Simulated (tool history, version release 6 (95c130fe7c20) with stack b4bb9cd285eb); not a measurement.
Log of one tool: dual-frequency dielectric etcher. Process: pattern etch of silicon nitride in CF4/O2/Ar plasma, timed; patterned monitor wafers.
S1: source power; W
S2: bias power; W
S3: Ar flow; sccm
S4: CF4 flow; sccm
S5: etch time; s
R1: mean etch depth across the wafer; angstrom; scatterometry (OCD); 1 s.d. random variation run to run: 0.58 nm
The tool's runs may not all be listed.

Run 1, hour 0.0: S1 390 W, S2 36 W, S3 104 sccm, S4 111 sccm, S5 205.0 s. Result: R1 2984.2 angstrom.
Run 2, hour 2.4: S1 390 W, S2 36 W, S3 104 sccm, S4 94 sccm, S5 205.0 s. Result: R1 2910.0 angstrom.
Run 3, hour 10.5: S1 390 W, S2 36 W, S3 90 sccm, S4 94 sccm, S5 205.0 s. Result: R1 2966.0 angstrom.
Run 4, hour 14.6: S1 390 W, S2 36 W, S3 90 sccm, S4 94 sccm, S5 205.0 s. Result: R1 2979.5 angstrom.
Run 5, hour 19.8: S1 370 W, S2 35 W, S3 91 sccm, S4 93 sccm, S5 204.5 s. Result: R1 2755.9 angstrom.
Run 6, hour 22.2: S1 370 W, S2 35 W, S3 91 sccm, S4 107 sccm, S5 204.5 s. Result: R1 2809.9 angstrom.
Run 7, hour 26.6: S1 350 W, S2 35 W, S3 91 sccm, S4 107 sccm, S5 204.5 s. Result: R1 2633.8 angstrom.
Run 8, hour 35.4: S1 340 W, S2 35 W, S3 91 sccm, S4 107 sccm, S5 204.5 s. Result: R1 2557.9 angstrom.
Run 9, hour 41.6: S1 330 W, S2 35 W, S3 91 sccm, S4 107 sccm, S5 204.5 s. Result: R1 2465.5 angstrom.
Run 10, hour 48.7: S1 330 W, S2 35 W, S3 91 sccm, S4 107 sccm, S5 204.5 s. Result: R1 2489.2 angstrom.
Run 11, hour 52.5: S1 320 W, S2 35 W, S3 91 sccm, S4 107 sccm, S5 204.5 s. Result: R1 2400.6 angstrom.

Run 12 is up next; what results do you expect?
Run 12, hour 53.2: S1 310 W, S2 35 W, S3 91 sccm, S4 107 sccm, S5 204.5 s. Result: R1 ?.

For run 12 the tool returned R1 2319.8 angstrom.
